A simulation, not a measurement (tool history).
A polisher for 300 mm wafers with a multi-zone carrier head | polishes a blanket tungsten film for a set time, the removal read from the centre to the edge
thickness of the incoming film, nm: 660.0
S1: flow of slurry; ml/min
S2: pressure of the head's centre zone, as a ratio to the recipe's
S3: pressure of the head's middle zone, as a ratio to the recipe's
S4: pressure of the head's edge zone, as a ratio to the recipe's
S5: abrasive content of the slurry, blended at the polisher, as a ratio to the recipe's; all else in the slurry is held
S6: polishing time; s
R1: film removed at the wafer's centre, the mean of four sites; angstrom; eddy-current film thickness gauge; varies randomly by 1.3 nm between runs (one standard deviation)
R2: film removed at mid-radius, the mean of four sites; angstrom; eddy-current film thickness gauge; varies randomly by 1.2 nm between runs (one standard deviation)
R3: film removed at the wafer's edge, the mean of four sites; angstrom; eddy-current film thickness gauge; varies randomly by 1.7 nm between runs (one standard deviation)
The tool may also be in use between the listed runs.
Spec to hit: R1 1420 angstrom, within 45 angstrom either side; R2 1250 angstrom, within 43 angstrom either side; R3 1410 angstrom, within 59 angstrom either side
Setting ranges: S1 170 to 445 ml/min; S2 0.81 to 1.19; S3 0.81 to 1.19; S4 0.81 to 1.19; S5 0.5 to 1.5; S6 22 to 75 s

run	hour	S1	S2	S3	S4	S5	S6	R1	R2	R3
1	0	285	1	1	1	1	48	1903.3	2135.6	2033.7
2	2.4	280	1.01	0.98	1	0.95	46	1840.4	1959.8	1966.4
3	8	280	1.01	0.97	0.98	0.9	45	1785.3	1882.3	1845.8
4	12.1	280	1.09	0.97	0.98	0.9	45	1904.4	1935.2	1866.7
5	18.3	280	1.09	0.97	0.91	0.9	45	1921.4	1890.7	1842.5
6	25.7	280	1.08	0.95	0.91	0.85	44	1861.6	1806.7	1773.7
7	26.7	275	1.07	0.93	0.91	0.8	43	1757.9	1729.3	1705.9
8	32.6	270	1.08	0.91	0.93	0.8	41	1691.3	1625.7	1595.6
# hour 36.4: centre zone pressure recalibrated
9	36.4	280	1.07	0.9	0.91	0.8	40	1761	1571.2	1591.6
10	39.3	275	1.04	0.89	0.91	0.8	39	1624.3	1504.2	1533.9
11	40.2	275	1.02	0.88	0.91	0.8	39	1613.7	1488.9	1524.6
12	46.5	280	1	0.87	0.91	0.8	38	1553.7	1439.5	1486.5
13	53.4	285	0.99	0.86	0.92	0.8	37	1497.3	1411.4	1478.5
14	57.1	285	0.99	0.85	0.93	0.8	37	1495.1	1377.1	1465.4
15	61.2	290	0.99	0.84	0.94	0.8	37	1489.5	1378	1479.9
16	68.7	290	1	0.84	0.95	0.8	37	1505.5	1371.9	1490.4

4 next moves are on the table. One of them brings every result within its allowed miss. Which?
A	76.2	275	0.95	0.84	0.92	0.95	40	?	?	?
B	76.2	310	1	0.81	0.96	0.75	35	?	?	?
C	76.2	240	1	0.98	0.82	0.95	38	?	?	?
D	76.2	235	0.97	0.91	0.97	0.65	38	?	?	?

move	R1	R2	R3
A	1582.9	1529.1	1615.6
B	1410.1	1261.2	1394.8
C	1548	1612.3	1435.6
D	1399.7	1414.6	1445.1
A: the biggest miss grows against the last run
B: in spec on every target
C: the biggest miss grows against the last run
D: the biggest miss grows against the last run
Answer: B
